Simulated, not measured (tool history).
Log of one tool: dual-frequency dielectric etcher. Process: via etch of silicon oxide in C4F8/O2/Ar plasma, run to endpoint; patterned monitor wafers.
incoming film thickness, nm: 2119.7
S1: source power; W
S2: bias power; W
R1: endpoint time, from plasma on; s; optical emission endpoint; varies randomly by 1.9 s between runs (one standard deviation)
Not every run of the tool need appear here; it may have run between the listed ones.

run    day    S1    S2      R1
  1  0.000  2600  2585  325.62
  2  0.242  2920  2585  314.59
  3  0.558  2920  2973  299.09
  4  0.667  2600  2973  306.17
  5  0.717  2810  2973  300.41
  6  0.925  3080  2973  292.10
  7  1.283  2810  2824  308.49

Run 8, settings as shown, results not yet in. Your forecast:
  8  1.379  2590  2712   ?

{"run 8": {"R1": 319.99}}
